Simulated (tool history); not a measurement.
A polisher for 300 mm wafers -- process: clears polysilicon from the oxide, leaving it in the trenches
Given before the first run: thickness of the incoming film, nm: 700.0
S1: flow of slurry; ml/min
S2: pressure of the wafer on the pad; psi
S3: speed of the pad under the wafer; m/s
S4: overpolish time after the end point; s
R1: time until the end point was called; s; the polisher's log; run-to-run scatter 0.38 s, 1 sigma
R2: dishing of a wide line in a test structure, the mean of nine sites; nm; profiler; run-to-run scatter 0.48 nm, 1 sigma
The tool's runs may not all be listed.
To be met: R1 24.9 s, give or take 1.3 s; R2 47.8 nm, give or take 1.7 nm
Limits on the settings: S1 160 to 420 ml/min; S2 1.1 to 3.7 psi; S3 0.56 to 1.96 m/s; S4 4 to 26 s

Run 1, day 0: S1 270 ml/min, S2 2.4 psi, S3 1.26 m/s, S4 13 s. Result: R1 41.066 s, R2 46.71 nm.
Run 2, day 0.075: S1 270 ml/min, S2 2.4 psi, S3 1.44 m/s, S4 13 s. Result: R1 36.902 s, R2 47.554 nm.
Run 3, day 0.158: S1 270 ml/min, S2 2 psi, S3 1.44 m/s, S4 13 s. Result: R1 41.814 s, R2 46.727 nm.
Run 4, day 0.525: S1 270 ml/min, S2 2.2 psi, S3 1.46 m/s, S4 12 s. Result: R1 38.756 s, R2 45.981 nm.
Run 5, day 0.829: S1 270 ml/min, S2 2.3 psi, S3 1.48 m/s, S4 12 s. Result: R1 36.923 s, R2 47.597 nm.
Run 6, day 1.133: S1 305 ml/min, S2 2.3 psi, S3 1.48 m/s, S4 12 s. Result: R1 36.577 s, R2 47.335 nm.
Run 7, day 1.183: S1 305 ml/min, S2 2.4 psi, S3 1.5 m/s, S4 11 s. Result: R1 33.271 s, R2 46.484 nm.
Run 8, day 1.312: S1 305 ml/min, S2 3 psi, S3 1.54 m/s, S4 15 s. Result: R1 27.436 s, R2 48.498 nm.
Run 9, day 1.621: S1 310 ml/min, S2 3.1 psi, S3 1.54 m/s, S4 13 s. Result: R1 27.042 s, R2 48.228 nm.

Next run, 4 choices. One meets every target within its allowed miss, the rest don't. Which?
Run A, day 1.929: S1 315 ml/min, S2 3.3 psi, S3 1.72 m/s, S4 9 s. Result: R1 ?, R2 ?.
Run B, day 1.929: S1 360 ml/min, S2 3.3 psi, S3 1.72 m/s, S4 8 s. Result: R1 ?, R2 ?.
Run C, day 1.929: S1 380 ml/min, S2 3.7 psi, S3 1.36 m/s, S4 11 s. Result: R1 ?, R2 ?.
Run D, day 1.929: S1 295 ml/min, S2 3.2 psi, S3 1.86 m/s, S4 9 s. Result: R1 ?, R2 ?.

move      R1      R2
   A  22.481  48.503
   B    22.3  48.341
   C  25.227  48.585
   D   21.49   48.55
A: moves the result that the last run missed by most past its target, out the other side
B: moves the result that the last run missed by most past its target, out the other side
C: each result inside its tolerance
D: moves the result that the last run missed by most past its target, out the other side
The move that meets every target is C.
